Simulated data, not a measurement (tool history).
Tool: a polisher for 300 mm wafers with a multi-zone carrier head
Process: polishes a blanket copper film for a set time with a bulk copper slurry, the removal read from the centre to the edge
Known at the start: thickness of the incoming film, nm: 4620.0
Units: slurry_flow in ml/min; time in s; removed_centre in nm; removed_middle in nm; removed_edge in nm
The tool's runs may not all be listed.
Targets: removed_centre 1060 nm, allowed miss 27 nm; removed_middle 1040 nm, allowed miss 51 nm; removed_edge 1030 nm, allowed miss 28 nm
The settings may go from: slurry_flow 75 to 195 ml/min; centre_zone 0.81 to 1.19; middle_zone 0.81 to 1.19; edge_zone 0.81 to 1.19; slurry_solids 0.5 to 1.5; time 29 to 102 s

{"run": 1, "hour": 0.0, "slurry_flow": 125, "centre_zone": 1, "middle_zone": 1, "edge_zone": 1, "slurry_solids": 1, "time": 65, "removed_centre": 802.46, "removed_middle": 822.86, "removed_edge": 794.69}
{"run": 2, "hour": 2.4, "slurry_flow": 125, "centre_zone": 1, "middle_zone": 1, "edge_zone": 1, "slurry_solids": 1.15, "time": 65, "removed_centre": 827.56, "removed_middle": 817.48, "removed_edge": 817.97}
{"run": 3, "hour": 7.8, "slurry_flow": 125, "centre_zone": 1, "middle_zone": 1, "edge_zone": 1, "slurry_solids": 1, "time": 65, "removed_centre": 799.16, "removed_middle": 825.73, "removed_edge": 797.04}
{"run": 4, "hour": 9.1, "slurry_flow": 125, "centre_zone": 1, "middle_zone": 1, "edge_zone": 1.06, "slurry_solids": 1, "time": 65, "removed_centre": 811.94, "removed_middle": 802.59, "removed_edge": 827.21}
{"run": 5, "hour": 17.8, "slurry_flow": 125, "centre_zone": 0.91, "middle_zone": 1, "edge_zone": 1.06, "slurry_solids": 1, "time": 65, "removed_centre": 729.83, "removed_middle": 810.62, "removed_edge": 823.72}
{"hour": 20.5, "done": "worn pad replaced by a new one"}
{"run": 6, "hour": 20.5, "slurry_flow": 140, "centre_zone": 0.94, "middle_zone": 1.04, "edge_zone": 1.08, "slurry_solids": 1.1, "time": 66, "removed_centre": 848.35, "removed_middle": 932.15, "removed_edge": 917.3}
{"run": 7, "hour": 29.5, "slurry_flow": 155, "centre_zone": 0.96, "middle_zone": 1.03, "edge_zone": 1.09, "slurry_solids": 1.1, "time": 66, "removed_centre": 884.02, "removed_middle": 959.24, "removed_edge": 940.25}
{"run": 8, "hour": 31.1, "slurry_flow": 165, "centre_zone": 0.99, "middle_zone": 1.03, "edge_zone": 1.1, "slurry_solids": 1.1, "time": 66, "removed_centre": 921.86, "removed_middle": 962.26, "removed_edge": 956.51}
{"run": 9, "hour": 39.7, "slurry_flow": 170, "centre_zone": 1.01, "middle_zone": 1.04, "edge_zone": 1.11, "slurry_solids": 1.1, "time": 66, "removed_centre": 946.51, "removed_middle": 980.06, "removed_edge": 964.39}
{"run": 10, "hour": 43.6, "slurry_flow": 175, "centre_zone": 1.03, "middle_zone": 1.04, "edge_zone": 1.12, "slurry_solids": 1.1, "time": 66, "removed_centre": 974.44, "removed_middle": 992.95, "removed_edge": 984.92}
{"run": 11, "hour": 46.8, "slurry_flow": 180, "centre_zone": 1.04, "middle_zone": 1.04, "edge_zone": 1.13, "slurry_solids": 1.1, "time": 66, "removed_centre": 984.95, "removed_middle": 989.77, "removed_edge": 963.37}
{"run": 12, "hour": 50.2, "slurry_flow": 185, "centre_zone": 1.04, "middle_zone": 1.04, "edge_zone": 1.14, "slurry_solids": 1.15, "time": 66, "removed_centre": 1008.6, "removed_middle": 982.89, "removed_edge": 976.1}
{"run": 13, "hour": 50.7, "slurry_flow": 185, "centre_zone": 1.04, "middle_zone": 1.05, "edge_zone": 1.15, "slurry_solids": 1.15, "time": 66, "removed_centre": 1002.2, "removed_middle": 990.81, "removed_edge": 996.8}
{"run": 14, "hour": 53.0, "slurry_flow": 185, "centre_zone": 1.05, "middle_zone": 1.06, "edge_zone": 1.15, "slurry_solids": 1.15, "time": 66, "removed_centre": 1026.4, "removed_middle": 1035.3, "removed_edge": 997.51}
{"run": 15, "hour": 55.8, "slurry_flow": 185, "centre_zone": 1.05, "middle_zone": 1.06, "edge_zone": 1.16, "slurry_solids": 1.15, "time": 66, "removed_centre": 1010.2, "removed_middle": 994.34, "removed_edge": 1012.1}

Which of these 4 next moves meets every target?
{"run": "A", "hour": 58.6, "slurry_flow": 175, "centre_zone": 1.11, "middle_zone": 0.94, "edge_zone": 1.19, "slurry_solids": 1.3, "time": 65, "removed_centre": "?", "removed_middle": "?", "removed_edge": "?"}
{"run": "B", "hour": 58.6, "slurry_flow": 195, "centre_zone": 1.02, "middle_zone": 0.99, "edge_zone": 1.07, "slurry_solids": 1.2, "time": 70, "removed_centre": "?", "removed_middle": "?", "removed_edge": "?"}
{"run": "C", "hour": 58.6, "slurry_flow": 145, "centre_zone": 1.06, "middle_zone": 0.97, "edge_zone": 1.19, "slurry_solids": 0.9, "time": 71, "removed_centre": "?", "removed_middle": "?", "removed_edge": "?"}
{"run": "D", "hour": 58.6, "slurry_flow": 185, "centre_zone": 0.99, "middle_zone": 0.96, "edge_zone": 1.16, "slurry_solids": 1.4, "time": 65, "removed_centre": "?", "removed_middle": "?", "removed_edge": "?"}

move=A removed_centre=1071.2 removed_middle=917.05 removed_edge=1004
move=B removed_centre=1062.5 removed_middle=1032.7 removed_edge=1019.1
move=C removed_centre=993.79 removed_middle=919.02 removed_edge=988.98
move=D removed_centre=980.21 removed_middle=957.87 removed_edge=1013.3
A: brings the result that was furthest off to its target, and leaves another outside
B: meets every target
C: further off than the last run
D: further off than the last run
Move B is the one to make.

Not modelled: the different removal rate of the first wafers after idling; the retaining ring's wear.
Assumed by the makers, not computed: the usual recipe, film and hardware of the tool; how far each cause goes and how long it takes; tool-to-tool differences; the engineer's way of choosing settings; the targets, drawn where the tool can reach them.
